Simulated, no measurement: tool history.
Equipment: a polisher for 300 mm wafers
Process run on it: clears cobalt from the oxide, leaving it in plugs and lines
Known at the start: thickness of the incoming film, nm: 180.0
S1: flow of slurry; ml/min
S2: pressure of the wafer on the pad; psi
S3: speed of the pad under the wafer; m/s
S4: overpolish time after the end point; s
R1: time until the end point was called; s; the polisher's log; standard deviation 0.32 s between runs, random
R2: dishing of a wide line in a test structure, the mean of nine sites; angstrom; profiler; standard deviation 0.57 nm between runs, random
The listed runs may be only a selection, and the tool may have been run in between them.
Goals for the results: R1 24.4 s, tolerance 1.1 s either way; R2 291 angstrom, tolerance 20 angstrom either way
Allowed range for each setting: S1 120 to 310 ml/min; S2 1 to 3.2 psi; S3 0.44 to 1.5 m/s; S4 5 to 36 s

run	hour	S1	S2	S3	S4	R1	R2
1	0	200	2.1	0.96	18	46.128	450.7
2	6.3	180	2.1	0.96	18	46.837	446.07
3	10.8	220	2.1	0.96	18	45.105	448.94
4	12.7	240	2.3	0.96	15	41.491	425.15
5	18.4	240	2.7	0.96	15	36.416	456.26
6	21.3	240	3.1	0.96	15	32.731	500.01
7	25.9	255	2.8	1.08	13	31.293	471.36
8	28	265	2.7	1.14	11	30.192	434.81
# hour 30.5: slurry nozzle cleaned
9	30.5	265	2.7	1.14	11	29.667	448.72
10	31.2	275	2.5	1.22	10	28.905	422.16
11	37.2	275	2.5	1.22	10	28.915	414.05

4 candidate next runs follow, results not yet known. Just one meets every target within its allowed miss. Identify it.
A	43.2	265	2.5	1.44	5	?	?
B	43.2	270	2.6	1.36	13	?	?
C	43.2	300	2.8	1.4	24	?	?
D	43.2	275	2.4	0.88	13	?	?

move	R1	R2
A	25.339	285.89
B	25.897	518.01
C	23.442	659.06
D	42.191	393.07
A: every result lands within tolerance
B: moves away from the targets compared with the last run
C: moves away from the targets compared with the last run
D: moves away from the targets compared with the last run
Correct choice: A, which meets every target

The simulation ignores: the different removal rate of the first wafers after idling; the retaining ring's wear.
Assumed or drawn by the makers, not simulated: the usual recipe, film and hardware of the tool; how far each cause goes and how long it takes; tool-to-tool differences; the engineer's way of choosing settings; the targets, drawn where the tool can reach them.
